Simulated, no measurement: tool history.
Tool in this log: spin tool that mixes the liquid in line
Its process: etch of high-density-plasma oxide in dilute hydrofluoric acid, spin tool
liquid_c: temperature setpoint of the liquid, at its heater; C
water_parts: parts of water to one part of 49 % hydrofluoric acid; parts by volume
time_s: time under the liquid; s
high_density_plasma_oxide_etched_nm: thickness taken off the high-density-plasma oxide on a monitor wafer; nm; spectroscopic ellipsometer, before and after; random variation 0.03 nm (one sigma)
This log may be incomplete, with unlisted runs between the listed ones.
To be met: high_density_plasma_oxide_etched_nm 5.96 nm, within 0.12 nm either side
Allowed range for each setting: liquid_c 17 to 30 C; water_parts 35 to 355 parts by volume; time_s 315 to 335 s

run,hour,liquid_c,water_parts,time_s,high_density_plasma_oxide_etched_nm
1,0,22,195,315,7.5561
2,8.8,24.5,195,315,8.4379
3,11.9,22.5,195,315,7.7615
4,18.3,23.5,195,315,8.0677
5,26.7,23.5,195,315,8.0741
6,30.8,26,195,315,8.8657
7,31.6,24,200,315,7.9608
8,32.2,22.5,200,315,7.4444
9,37.3,21.5,200,315,7.28
10,44.4,20.5,200,315,7.0011

Which of these 5 next moves meets every target?
A,51.5,18,160,315,?
B,51.5,21,240,315,?
C,51.5,19,215,335,?
D,51.5,24,260,325,?
E,51.5,20.5,185,335,?

move,high_density_plasma_oxide_etched_nm
A,8.1809
B,5.6697
C,6.3887
D,5.9058
E,8.1027
A: the biggest miss grows against the last run
B: takes the biggest miss from the last run beyond its target
C: closer than the last run, but not yet in spec
D: every result lands within tolerance
E: the biggest miss grows against the last run
The move that meets every target is D.
